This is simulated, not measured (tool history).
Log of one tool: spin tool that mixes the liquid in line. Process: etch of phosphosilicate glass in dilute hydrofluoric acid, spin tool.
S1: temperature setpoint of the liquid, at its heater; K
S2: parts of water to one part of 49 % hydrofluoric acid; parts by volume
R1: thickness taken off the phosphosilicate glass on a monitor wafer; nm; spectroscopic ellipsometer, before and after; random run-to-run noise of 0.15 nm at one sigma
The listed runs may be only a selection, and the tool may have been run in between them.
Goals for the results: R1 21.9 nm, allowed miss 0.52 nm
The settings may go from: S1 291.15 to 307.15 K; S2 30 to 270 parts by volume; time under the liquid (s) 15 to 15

run 1 hour=0 | S1=299.15 S2=150 time_under_the_liquid_(s)=15 | R1=18.233
run 2 hour=2.9 | S1=297.65 S2=150 time_under_the_liquid_(s)=15 | R1=17.163
run 3 hour=8.1 | S1=300.15 S2=150 time_under_the_liquid_(s)=15 | R1=18.923
run 4 hour=13.1 | S1=300.15 S2=150 time_under_the_liquid_(s)=15 | R1=19.023
run 5 hour=21.3 | S1=301.15 S2=150 time_under_the_liquid_(s)=15 | R1=19.558
run 6 hour=28.6 | S1=301.15 S2=150 time_under_the_liquid_(s)=15 | R1=19.58
run 7 hour=30.1 | S1=302.15 S2=150 time_under_the_liquid_(s)=15 | R1=20.567
-- hour=33.5 thermometer replaced
run 8 hour=33.5 | S1=302.65 S2=150 time_under_the_liquid_(s)=15 | R1=19.215
run 9 hour=39.4 | S1=304.15 S2=130 time_under_the_liquid_(s)=15 | R1=24.358
run 10 hour=39.9 | S1=303.15 S2=130 time_under_the_liquid_(s)=15 | R1=23.552

5 next moves are on the table. One of them brings every result within its allowed miss. Which?
run A hour=40.4 | S1=303.65 S2=130 time_under_the_liquid_(s)=15 | R1=?
run B hour=40.4 | S1=301.15 S2=115 time_under_the_liquid_(s)=15 | R1=?
run C hour=40.4 | S1=302.15 S2=120 time_under_the_liquid_(s)=15 | R1=?
run D hour=40.4 | S1=302.65 S2=135 time_under_the_liquid_(s)=15 | R1=?
run E hour=40.4 | S1=304.15 S2=150 time_under_the_liquid_(s)=15 | R1=?

move=A R1=23.966
move=B R1=25.198
move=C R1=24.904
move=D R1=22.103
move=E R1=20.584
A: further off than the last run
B: further off than the last run
C: further off than the last run
D: every result within its allowed miss
E: the result that was furthest off in the last run now lies on the other side of its target
So the answer is move D, the one that meets all the targets.

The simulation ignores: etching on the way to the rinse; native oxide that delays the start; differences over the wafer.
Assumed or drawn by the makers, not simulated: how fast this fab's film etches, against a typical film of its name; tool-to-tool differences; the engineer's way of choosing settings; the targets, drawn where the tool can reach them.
